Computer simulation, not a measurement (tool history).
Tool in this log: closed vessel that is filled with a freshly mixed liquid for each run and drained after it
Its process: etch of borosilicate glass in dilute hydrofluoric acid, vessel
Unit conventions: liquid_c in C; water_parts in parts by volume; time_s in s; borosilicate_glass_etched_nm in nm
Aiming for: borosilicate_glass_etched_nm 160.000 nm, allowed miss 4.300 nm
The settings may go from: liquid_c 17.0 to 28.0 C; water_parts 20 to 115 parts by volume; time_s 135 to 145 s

run  hour  liquid_c  water_parts  time_s  borosilicate_glass_etched_nm
  1   0.0      20.0           65     135                        59.787
  2   7.2      21.5           55     135                        77.202
  3   9.4      20.0           55     135                        71.079
  4  12.2      21.5           50     135                        85.022
  5  15.3      23.0           45     135                       101.430
  6  19.0      23.0           65     135                        68.457
  7  27.3      24.0           60     135                        76.087
  8  30.3      24.5           55     135                        85.983
  9  33.6      28.0           30     135                       188.920
 10  36.4      25.0           30     135                       167.820
 11  41.8      24.5           30     135                       164.530
     51.0  -- hydrofluoric acid flow meter replaced
 12  51.0      24.0           30     135                       180.430
 13  58.9      24.0           40     135                       133.040

Exercise: of the 5 proposed moves below, exactly one satisfies all targets within the stated allowed misses. Which move is it?
  A  66.8      23.0           30     135                             ?
  B  66.8      25.5           35     140                             ?
  C  66.8      25.0           35     145                             ?
  D  66.8      23.5           35     145                             ?
  E  66.8      23.0           30     140                             ?

move  borosilicate_glass_etched_nm
   A                       173.470
   B                       169.970
   C                       172.440
   D                       162.020
   E                       179.890
A: moves the result that the last run missed by most past its target, out the other side
B: moves the result that the last run missed by most past its target, out the other side
C: moves the result that the last run missed by most past its target, out the other side
D: in spec on every target
E: moves the result that the last run missed by most past its target, out the other side
The move that meets every target is D.
